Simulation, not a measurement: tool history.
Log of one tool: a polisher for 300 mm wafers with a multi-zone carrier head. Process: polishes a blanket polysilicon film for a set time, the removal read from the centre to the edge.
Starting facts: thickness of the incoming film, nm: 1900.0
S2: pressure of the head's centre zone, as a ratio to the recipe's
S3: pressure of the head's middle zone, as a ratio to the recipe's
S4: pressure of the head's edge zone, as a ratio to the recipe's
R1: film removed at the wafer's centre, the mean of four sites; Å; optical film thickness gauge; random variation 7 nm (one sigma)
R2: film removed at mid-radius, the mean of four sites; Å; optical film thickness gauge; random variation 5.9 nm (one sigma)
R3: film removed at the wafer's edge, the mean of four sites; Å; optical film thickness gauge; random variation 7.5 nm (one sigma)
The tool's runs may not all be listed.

{"run": 1, "hour": 0.0, "flow of slurry (ml/min)": 230, "S2": 1, "S3": 1, "S4": 1, "polishing time (s)": 54, "R1": 3405.4, "R2": 3608.9, "R3": 3719.4}
{"run": 2, "hour": 6.1, "flow of slurry (ml/min)": 230, "S2": 1, "S3": 1, "S4": 0.95, "polishing time (s)": 54, "R1": 3399.4, "R2": 3608.1, "R3": 3660.4}
{"run": 3, "hour": 13.8, "flow of slurry (ml/min)": 230, "S2": 1, "S3": 1, "S4": 0.95, "polishing time (s)": 42, "R1": 2680.8, "R2": 2846.3, "R3": 2852.9}
{"run": 4, "hour": 18.5, "flow of slurry (ml/min)": 230, "S2": 1, "S3": 0.92, "S4": 0.95, "polishing time (s)": 42, "R1": 2616.5, "R2": 2621.3, "R3": 2824.9}
{"run": 5, "hour": 26.1, "flow of slurry (ml/min)": 235, "S2": 1.05, "S3": 0.95, "S4": 1, "polishing time (s)": 52, "R1": 3412.1, "R2": 3369.2, "R3": 3561.7}
{"run": 6, "hour": 32.6, "flow of slurry (ml/min)": 240, "S2": 1.09, "S3": 0.95, "S4": 1.04, "polishing time (s)": 59, "R1": 4206.6, "R2": 3829.9, "R3": 4122.1}
{"run": 7, "hour": 40.6, "flow of slurry (ml/min)": 240, "S2": 1.09, "S3": 0.96, "S4": 1.07, "polishing time (s)": 64, "R1": 4410, "R2": 4239.8, "R3": 4546.6}
{"run": 8, "hour": 45.0, "flow of slurry (ml/min)": 245, "S2": 1.11, "S3": 0.96, "S4": 1.09, "polishing time (s)": 68, "R1": 4690.8, "R2": 4391.7, "R3": 4818}

The next listed run, before its measurement:
{"run": 9, "hour": 52.8, "flow of slurry (ml/min)": 245, "S2": 1.13, "S3": 0.97, "S4": 1.09, "polishing time (s)": 71, "R1": "?", "R2": "?", "R3": "?"}

Run 9 came out at R1 5065.1 Å, R2 4719.5 Å, R3 5235.9 Å.

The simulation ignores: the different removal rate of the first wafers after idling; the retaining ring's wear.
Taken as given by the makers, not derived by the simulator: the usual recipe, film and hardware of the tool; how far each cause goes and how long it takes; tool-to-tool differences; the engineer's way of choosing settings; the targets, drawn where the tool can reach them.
